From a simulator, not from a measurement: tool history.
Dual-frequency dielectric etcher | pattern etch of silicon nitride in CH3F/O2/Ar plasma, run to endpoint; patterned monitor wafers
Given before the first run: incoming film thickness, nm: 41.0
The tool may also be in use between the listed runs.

run  hour  source power (kW)  bias power (kW)  endpoint time (s)
  1   0.0              0.380            0.098             52.192
  2   6.8              0.400            0.100             51.021
  3  10.1              0.400            0.084             53.536
  4  13.0              0.420            0.087             51.861
  5  18.7              0.440            0.089             50.195
  6  19.6              0.380            0.089             53.436

Run 7 comes next. What will it give?
  7  21.7              0.400            0.092                  ?

Run 7 measured endpoint time (s) 52.692.
